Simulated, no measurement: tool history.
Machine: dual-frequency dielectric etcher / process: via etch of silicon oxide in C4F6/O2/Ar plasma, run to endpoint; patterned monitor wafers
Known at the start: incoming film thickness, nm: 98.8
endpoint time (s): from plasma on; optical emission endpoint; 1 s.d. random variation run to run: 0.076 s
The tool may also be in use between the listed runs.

{"run": 1, "hour": 0.0, "bias power (W)": 625, "source power (W)": 450, "Ar flow (sccm)": 308, "endpoint time (s)": 18.235}
{"run": 2, "hour": 8.0, "bias power (W)": 647, "source power (W)": 450, "Ar flow (sccm)": 308, "endpoint time (s)": 17.974}
{"run": 3, "hour": 16.0, "bias power (W)": 665, "source power (W)": 450, "Ar flow (sccm)": 308, "endpoint time (s)": 17.801}
{"run": 4, "hour": 20.0, "bias power (W)": 665, "source power (W)": 390, "Ar flow (sccm)": 308, "endpoint time (s)": 18.629}
{"run": 5, "hour": 27.7, "bias power (W)": 614, "source power (W)": 390, "Ar flow (sccm)": 308, "endpoint time (s)": 19.167}
{"run": 6, "hour": 31.4, "bias power (W)": 614, "source power (W)": 310, "Ar flow (sccm)": 308, "endpoint time (s)": 20.376}

Run 7, settings as shown, results not yet in. Your forecast:
{"run": 7, "hour": 39.9, "bias power (W)": 658, "source power (W)": 320, "Ar flow (sccm)": 306, "endpoint time (s)": "?"}

endpoint time (s): 19.625

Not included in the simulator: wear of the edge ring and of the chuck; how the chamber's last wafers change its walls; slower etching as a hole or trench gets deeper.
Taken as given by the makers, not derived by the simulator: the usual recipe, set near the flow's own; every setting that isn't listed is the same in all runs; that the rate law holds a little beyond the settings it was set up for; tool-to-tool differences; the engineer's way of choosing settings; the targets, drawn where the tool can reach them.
